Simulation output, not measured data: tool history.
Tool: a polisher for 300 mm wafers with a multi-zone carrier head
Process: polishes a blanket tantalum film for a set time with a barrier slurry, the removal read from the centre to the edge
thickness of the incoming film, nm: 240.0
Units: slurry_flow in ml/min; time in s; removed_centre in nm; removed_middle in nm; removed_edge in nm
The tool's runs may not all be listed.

run   hour  slurry_flow  centre_zone  middle_zone  edge_zone  slurry_solids  time  removed_centre  removed_middle  removed_edge
  1    0.0          160         1.00         1.00       1.00           1.00    49          54.005          57.506        56.363
  2    8.2          195         1.00         1.00       1.00           1.00    49          56.906          58.394        56.354
  3   14.7          195         1.00         1.00       1.00           0.85    49          52.565          53.434        52.781
  4   21.9          195         1.00         1.00       0.92           0.85    49          52.485          54.115        50.257
  5   26.6          195         1.00         0.98       0.91           0.85    49          52.224          53.512        51.432
  6   32.4          195         1.00         0.98       0.88           0.85    49          52.776          52.906        50.452
  7   33.6          195         1.00         0.97       0.88           0.80    49          50.203          51.024        48.533
  8   41.0          195         1.01         0.96       0.87           0.80    49          50.839          50.041        48.386
  9   48.2          195         1.01         0.96       0.87           0.80    49          50.830          50.369        47.763
 10   50.3          190         1.01         0.95       0.87           0.80    49          51.213          49.853        49.206
 11   54.3          190         1.01         0.95       0.87           0.80    49          50.595          50.018        49.415
 12   60.3          190         1.02         0.94       0.87           0.75    49          47.878          46.932        46.872
 13   67.0          185         1.03         0.94       0.87           0.75    49          48.056          46.633        47.016
 14   72.0          145         1.08         0.87       0.81           0.65    49          45.380          37.837        40.254
 15   79.7          150         1.08         0.87       0.81           0.65    49          45.343          38.921        39.277
 16   86.1          155         1.08         0.87       0.82           0.65    49          45.498          38.820        39.647
 17   87.4          155         1.08         0.87       0.83           0.65    49          45.424          38.224        39.162
 18   90.9          155         1.07         0.87       0.83           0.65    49          44.983          38.809        39.998
 19   94.1          190         1.05         0.88       0.91           0.75    49          50.434          44.182        47.600
 20   97.2          190         1.05         0.88       0.91           0.75    49          50.414          45.067        46.432
 21  105.3          185         1.05         0.88       0.91           0.75    49          50.368          44.732        47.752
 22  108.0          180         1.04         0.86       0.83           0.60    48          39.407          35.502        36.291
 23  113.4          180         1.05         0.87       0.85           0.60    48          40.252          35.434        37.543

Run 24 comes next. What will it give?
 24  122.2          180         1.06         0.88       0.86           0.60    48               ?               ?             ?

removed_centre: 40.912 nm
removed_middle: 36.622 nm
removed_edge: 37.964 nm

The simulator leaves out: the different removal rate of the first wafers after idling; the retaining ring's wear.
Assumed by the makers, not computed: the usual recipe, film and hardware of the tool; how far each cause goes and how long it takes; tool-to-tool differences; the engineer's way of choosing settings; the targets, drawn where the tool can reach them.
